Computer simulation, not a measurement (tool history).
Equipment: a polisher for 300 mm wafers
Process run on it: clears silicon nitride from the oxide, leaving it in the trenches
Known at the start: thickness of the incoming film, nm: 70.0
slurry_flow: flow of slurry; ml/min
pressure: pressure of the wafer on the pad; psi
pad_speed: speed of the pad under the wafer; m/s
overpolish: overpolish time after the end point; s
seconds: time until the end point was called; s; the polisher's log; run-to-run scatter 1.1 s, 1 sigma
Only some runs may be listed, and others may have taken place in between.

{"run": 1, "hour": 0.0, "slurry_flow": 235, "pressure": 3.2, "pad_speed": 0.92, "overpolish": 5, "seconds": 64.497}
{"run": 2, "hour": 5.1, "slurry_flow": 235, "pressure": 3.9, "pad_speed": 0.92, "overpolish": 5, "seconds": 55.149}
{"run": 3, "hour": 11.9, "slurry_flow": 235, "pressure": 4.5, "pad_speed": 0.92, "overpolish": 5, "seconds": 47.294}
{"run": 4, "hour": 13.4, "slurry_flow": 260, "pressure": 4.5, "pad_speed": 0.92, "overpolish": 5, "seconds": 47.489}
{"run": 5, "hour": 16.6, "slurry_flow": 260, "pressure": 4.2, "pad_speed": 0.92, "overpolish": 5, "seconds": 50.432}
{"run": 6, "hour": 22.5, "slurry_flow": 260, "pressure": 4.2, "pad_speed": 1.06, "overpolish": 5, "seconds": 43.422}
{"run": 7, "hour": 25.8, "slurry_flow": 260, "pressure": 3.3, "pad_speed": 1.0, "overpolish": 5, "seconds": 58.031}

What does the tool deliver on the next run?
{"run": 8, "hour": 34.3, "slurry_flow": 260, "pressure": 3.1, "pad_speed": 1.0, "overpolish": 5, "seconds": "?"}

{"run 8": {"seconds": 62.336}}
